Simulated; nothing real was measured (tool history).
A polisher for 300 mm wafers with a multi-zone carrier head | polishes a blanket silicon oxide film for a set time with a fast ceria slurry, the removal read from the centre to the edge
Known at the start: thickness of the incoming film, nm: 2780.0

run	hour	flow of slurry (ml/min)	pressure of the head's centre zone	pressure of the head's middle zone	pressure of the head's edge zone	polishing time (s)	film removed at the wafer's centre (nm)	film removed at mid-radius (nm)	film removed at the wafer's edge (nm)
1	0.0	320	1.00	1.00	1.00	55	924.69	904.10	937.49
2	6.8	320	1.01	0.97	0.95	50	860.39	822.34	835.61
3	14.6	315	1.01	0.93	0.93	46	781.05	720.64	765.02
4	17.3	315	0.93	0.93	0.93	46	723.41	728.23	758.05
5	22.9	315	0.93	0.93	0.93	54	835.48	855.03	876.14
6	25.4	315	0.96	0.91	0.90	50	804.68	776.26	817.73

Forecast run 7:
7	29.6	320	0.98	0.90	0.88	46	?	?	?

Run 7 gave film removed at the wafer's centre (nm) 760.12, film removed at mid-radius (nm) 709.15, film removed at the wafer's edge (nm) 738.46.

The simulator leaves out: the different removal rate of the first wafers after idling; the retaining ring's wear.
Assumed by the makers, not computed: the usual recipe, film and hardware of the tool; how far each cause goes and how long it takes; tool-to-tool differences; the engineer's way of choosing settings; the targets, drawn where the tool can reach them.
